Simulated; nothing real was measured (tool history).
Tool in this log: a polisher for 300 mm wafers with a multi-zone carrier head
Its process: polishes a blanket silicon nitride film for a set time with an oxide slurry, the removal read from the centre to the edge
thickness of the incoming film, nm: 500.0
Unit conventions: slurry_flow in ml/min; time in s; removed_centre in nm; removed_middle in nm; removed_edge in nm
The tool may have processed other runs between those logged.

run  hour  slurry_flow  centre_zone  middle_zone  edge_zone  slurry_solids  time  removed_centre  removed_middle  removed_edge
  1   0.0          185         1.00         1.00       1.00           1.00    85          50.402          51.196        51.833
  2   6.7          180         0.98         0.99       0.98           0.95    85          47.342          47.581        51.693
  3  14.1          180         0.98         0.94       0.98           0.95    85          47.543          46.734        49.993
  4  21.6          180         1.02         0.94       0.98           0.95    85          49.290          45.469        50.151
  5  24.3          195         1.00         0.96       0.96           0.85    83          45.002          44.222        45.351
  6  28.4          195         0.98         0.95       0.95           0.80    83          42.233          42.906        43.871
  7  34.8          195         0.96         0.94       0.94           0.80    83          42.045          41.464        44.735
  8  40.9          195         0.95         0.95       0.94           0.75    83          38.927          41.285        42.546

For run 9, what comes out?
  9  43.6          190         0.94         0.95       0.93           0.75    83               ?               ?             ?

Logged for run 9: removed_centre 38.807 nm, removed_middle 41.225 nm, removed_edge 42.131 nm.
